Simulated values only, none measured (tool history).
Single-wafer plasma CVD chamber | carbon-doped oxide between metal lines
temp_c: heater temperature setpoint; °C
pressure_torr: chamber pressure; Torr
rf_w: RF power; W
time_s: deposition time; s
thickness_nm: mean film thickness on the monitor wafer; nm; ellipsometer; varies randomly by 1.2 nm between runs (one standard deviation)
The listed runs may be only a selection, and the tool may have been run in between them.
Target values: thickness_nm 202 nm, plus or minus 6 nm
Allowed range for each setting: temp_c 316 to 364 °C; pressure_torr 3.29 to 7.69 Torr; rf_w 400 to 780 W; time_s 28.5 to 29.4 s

{"run": 1, "hour": 0.0, "temp_c": 340, "pressure_torr": 5.49, "rf_w": 590, "time_s": 28.5, "thickness_nm": 166.82}
{"run": 2, "hour": 0.8, "temp_c": 340, "pressure_torr": 6.13, "rf_w": 590, "time_s": 28.5, "thickness_nm": 169.12}
{"run": 3, "hour": 2.8, "temp_c": 339, "pressure_torr": 6.19, "rf_w": 610, "time_s": 28.6, "thickness_nm": 176.41}
{"run": 4, "hour": 11.5, "temp_c": 339, "pressure_torr": 6.19, "rf_w": 610, "time_s": 29.4, "thickness_nm": 181.99}
{"run": 5, "hour": 12.2, "temp_c": 339, "pressure_torr": 5.62, "rf_w": 610, "time_s": 29.4, "thickness_nm": 177.69}
{"run": 6, "hour": 20.6, "temp_c": 338, "pressure_torr": 5.78, "rf_w": 620, "time_s": 29.4, "thickness_nm": 182.36}
{"run": 7, "hour": 29.4, "temp_c": 337, "pressure_torr": 5.89, "rf_w": 625, "time_s": 29.4, "thickness_nm": 181.29}
{"run": 8, "hour": 34.9, "temp_c": 337, "pressure_torr": 6, "rf_w": 640, "time_s": 29.4, "thickness_nm": 187.33}
{"run": 9, "hour": 35.6, "temp_c": 337, "pressure_torr": 6.09, "rf_w": 645, "time_s": 29.4, "thickness_nm": 189.33}
{"run": 10, "hour": 41.1, "temp_c": 337, "pressure_torr": 6.18, "rf_w": 650, "time_s": 29.4, "thickness_nm": 189.22}

Pick the move, out of 4, that brings all results within their allowed miss; only one does.
{"run": "A", "hour": 46.6, "temp_c": 331, "pressure_torr": 6.67, "rf_w": 640, "time_s": 29, "thickness_nm": "?"}
{"run": "B", "hour": 46.6, "temp_c": 335, "pressure_torr": 6.12, "rf_w": 645, "time_s": 29.4, "thickness_nm": "?"}
{"run": "C", "hour": 46.6, "temp_c": 333, "pressure_torr": 6.6, "rf_w": 675, "time_s": 29.4, "thickness_nm": "?"}
{"run": "D", "hour": 46.6, "temp_c": 335, "pressure_torr": 6.26, "rf_w": 630, "time_s": 29.4, "thickness_nm": "?"}

move=A thickness_nm=190.43
move=B thickness_nm=190.32
move=C thickness_nm=199.6
move=D thickness_nm=187.35
A: an improvement on the last run, though not all results are within tolerance
B: an improvement on the last run, though not all results are within tolerance
C: all results land within tolerance of their targets
D: further off than the last run
C meets every target.

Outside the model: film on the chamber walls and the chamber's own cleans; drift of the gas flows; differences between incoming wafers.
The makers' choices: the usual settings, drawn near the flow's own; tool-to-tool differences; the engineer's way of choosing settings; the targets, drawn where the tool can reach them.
